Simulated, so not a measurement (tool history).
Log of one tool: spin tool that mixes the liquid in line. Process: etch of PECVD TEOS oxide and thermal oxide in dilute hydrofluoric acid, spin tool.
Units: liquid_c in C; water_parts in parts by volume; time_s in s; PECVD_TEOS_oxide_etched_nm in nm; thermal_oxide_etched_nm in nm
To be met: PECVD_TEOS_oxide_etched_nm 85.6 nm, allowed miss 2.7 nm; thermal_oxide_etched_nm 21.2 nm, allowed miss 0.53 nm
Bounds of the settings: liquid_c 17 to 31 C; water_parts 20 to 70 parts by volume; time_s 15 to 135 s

run 1 hour=0 | liquid_c=23 water_parts=40 time_s=70 | PECVD_TEOS_oxide_etched_nm=33.643 thermal_oxide_etched_nm=8.3072
run 2 hour=5.3 | liquid_c=24.5 water_parts=35 time_s=70 | PECVD_TEOS_oxide_etched_nm=41.447 thermal_oxide_etched_nm=10.189
run 3 hour=12.9 | liquid_c=26 water_parts=30 time_s=70 | PECVD_TEOS_oxide_etched_nm=52.249 thermal_oxide_etched_nm=12.936
run 4 hour=20.4 | liquid_c=27 water_parts=30 time_s=70 | PECVD_TEOS_oxide_etched_nm=53.316 thermal_oxide_etched_nm=13.403
run 5 hour=21.5 | liquid_c=27.5 water_parts=30 time_s=70 | PECVD_TEOS_oxide_etched_nm=54.721 thermal_oxide_etched_nm=13.685
run 6 hour=29.3 | liquid_c=27.5 water_parts=25 time_s=70 | PECVD_TEOS_oxide_etched_nm=67.014 thermal_oxide_etched_nm=16.696
run 7 hour=37.3 | liquid_c=28 water_parts=25 time_s=70 | PECVD_TEOS_oxide_etched_nm=69.119 thermal_oxide_etched_nm=16.681
run 8 hour=40.1 | liquid_c=28.5 water_parts=25 time_s=70 | PECVD_TEOS_oxide_etched_nm=70.516 thermal_oxide_etched_nm=17.189
run 9 hour=48.7 | liquid_c=29 water_parts=25 time_s=70 | PECVD_TEOS_oxide_etched_nm=70.416 thermal_oxide_etched_nm=17.591
run 10 hour=57 | liquid_c=29.5 water_parts=25 time_s=70 | PECVD_TEOS_oxide_etched_nm=72.933 thermal_oxide_etched_nm=17.654
run 11 hour=59.7 | liquid_c=29.5 water_parts=20 time_s=70 | PECVD_TEOS_oxide_etched_nm=90.299 thermal_oxide_etched_nm=22.47
run 12 hour=62.7 | liquid_c=29 water_parts=20 time_s=70 | PECVD_TEOS_oxide_etched_nm=88.828 thermal_oxide_etched_nm=22.105

Which of these 4 next moves meets every target?
run A hour=65.7 | liquid_c=31 water_parts=25 time_s=85 | PECVD_TEOS_oxide_etched_nm=? thermal_oxide_etched_nm=?
run B hour=65.7 | liquid_c=30 water_parts=20 time_s=65 | PECVD_TEOS_oxide_etched_nm=? thermal_oxide_etched_nm=?
run C hour=65.7 | liquid_c=30 water_parts=20 time_s=70 | PECVD_TEOS_oxide_etched_nm=? thermal_oxide_etched_nm=?
run D hour=65.7 | liquid_c=29.5 water_parts=20 time_s=70 | PECVD_TEOS_oxide_etched_nm=? thermal_oxide_etched_nm=?

move=A PECVD_TEOS_oxide_etched_nm=93.204 thermal_oxide_etched_nm=23.097
move=B PECVD_TEOS_oxide_etched_nm=86.286 thermal_oxide_etched_nm=21.383
move=C PECVD_TEOS_oxide_etched_nm=92.924 thermal_oxide_etched_nm=23.028
move=D PECVD_TEOS_oxide_etched_nm=91.059 thermal_oxide_etched_nm=22.566
A: further off than the last run
B: meets every target
C: further off than the last run
D: further off than the last run
The right move is B.
